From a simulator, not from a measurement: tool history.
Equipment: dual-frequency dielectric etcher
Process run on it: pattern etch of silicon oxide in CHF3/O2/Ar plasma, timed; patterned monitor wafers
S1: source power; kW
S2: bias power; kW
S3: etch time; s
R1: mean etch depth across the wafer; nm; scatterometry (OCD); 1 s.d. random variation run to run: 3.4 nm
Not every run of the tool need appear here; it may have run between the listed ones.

run    day    S1     S2     S3      R1
  1      0   0.9  0.235  240.5  601.47
  2  0.138   0.9  0.235  240.5  598.99
  3  0.433   0.9  0.235  240.5  605.12
  4  0.762   0.9  0.235  240.5  606.06
  5   0.85  0.88  0.233    240  597.85
  6    1.2  0.97  0.233    240  621.18
  7  1.367  0.94   0.23  239.5  603.98

Expected results for the next run?
  8  1.512  0.92  0.227  239   ?

Run 8 measured R1 593.41 nm.
